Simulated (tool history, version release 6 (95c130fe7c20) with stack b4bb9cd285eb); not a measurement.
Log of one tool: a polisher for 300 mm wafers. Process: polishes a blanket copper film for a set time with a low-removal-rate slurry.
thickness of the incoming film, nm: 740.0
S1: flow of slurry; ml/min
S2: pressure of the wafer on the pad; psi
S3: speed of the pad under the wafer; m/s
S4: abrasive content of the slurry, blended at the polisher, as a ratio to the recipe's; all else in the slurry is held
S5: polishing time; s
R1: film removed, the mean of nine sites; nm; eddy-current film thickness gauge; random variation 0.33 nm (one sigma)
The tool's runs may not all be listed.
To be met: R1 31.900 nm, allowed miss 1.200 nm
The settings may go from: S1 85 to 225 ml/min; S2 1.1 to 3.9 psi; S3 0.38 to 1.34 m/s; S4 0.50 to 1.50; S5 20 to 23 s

run  hour   S1   S2    S3    S4  S5      R1
  1   0.0  145  2.5  0.86  1.00  23  41.852
  2   8.8  145  2.4  0.86  1.00  23  40.644
  3  15.9  145  2.3  0.86  1.00  23  39.690
  4  18.8  145  2.2  0.86  1.00  23  38.522
  5  26.8  145  2.8  0.86  1.00  23  45.347
  6  29.6  145  2.6  0.86  1.00  23  42.668
  7  30.7  145  2.4  0.86  1.00  23  40.984
  8  34.6  145  2.3  0.86  1.00  23  39.763
  9  35.8  145  2.2  0.86  1.00  23  38.090
 10  41.8  145  2.1  0.86  1.00  23  37.584
 11  50.3  145  2.0  0.86  1.00  23  36.070
 12  52.5  145  1.9  0.86  1.00  23  34.650
 13  60.1  140  1.8  0.86  1.00  23  33.818

4 next moves are on the table. One of them brings every result within its allowed miss. Which?
  A  67.7  110  1.6  0.92  1.00  23   ?
  B  67.7  135  1.8  0.80  1.10  21   ?
  C  67.7  125  1.2  1.04  1.35  20   ?
  D  67.7  135  1.7  0.86  1.05  21   ?

move      R1
   A  31.472
   B  28.893
   C  29.263
   D  29.495
A: meets every target
B: takes the result that was furthest off past its target
C: takes the result that was furthest off past its target
D: takes the result that was furthest off past its target
Answer: A
